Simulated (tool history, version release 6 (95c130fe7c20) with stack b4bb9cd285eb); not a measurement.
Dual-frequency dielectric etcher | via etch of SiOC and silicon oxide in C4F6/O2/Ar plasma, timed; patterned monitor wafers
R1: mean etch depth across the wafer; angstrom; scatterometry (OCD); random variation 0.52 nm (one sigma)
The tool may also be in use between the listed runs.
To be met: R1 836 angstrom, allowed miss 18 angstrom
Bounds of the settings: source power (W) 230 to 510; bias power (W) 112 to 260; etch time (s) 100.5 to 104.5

run 1 hour=0 | source_power_(W)=370 bias_power_(W)=186 etch_time_(s)=100.5 | R1=1065.9
run 2 hour=4.2 | source_power_(W)=320 bias_power_(W)=167 etch_time_(s)=100.5 | R1=958.69
run 3 hour=10.6 | source_power_(W)=320 bias_power_(W)=167 etch_time_(s)=100.5 | R1=963.03
run 4 hour=17.8 | source_power_(W)=260 bias_power_(W)=167 etch_time_(s)=100.5 | R1=884.51
run 5 hour=20.1 | source_power_(W)=250 bias_power_(W)=164 etch_time_(s)=100.5 | R1=857.18
run 6 hour=21.8 | source_power_(W)=280 bias_power_(W)=164 etch_time_(s)=100.5 | R1=916.38
run 7 hour=22.6 | source_power_(W)=260 bias_power_(W)=157 etch_time_(s)=100.5 | R1=871.22
run 8 hour=26.5 | source_power_(W)=250 bias_power_(W)=156 etch_time_(s)=100.5 | R1=860.72

4 next moves are on the table. One of them brings every result within its allowed miss. Which?
run A hour=30.4 | source_power_(W)=230 bias_power_(W)=163 etch_time_(s)=100.5 | R1=?
run B hour=30.4 | source_power_(W)=260 bias_power_(W)=133 etch_time_(s)=104 | R1=?
run C hour=30.4 | source_power_(W)=280 bias_power_(W)=153 etch_time_(s)=100.5 | R1=?
run D hour=30.4 | source_power_(W)=230 bias_power_(W)=183 etch_time_(s)=103.5 | R1=?

move=A R1=845.59
move=B R1=873.08
move=C R1=899.46
move=D R1=898.2
A: meets every target
B: further off than the last run
C: further off than the last run
D: further off than the last run
Move A is the one to make.
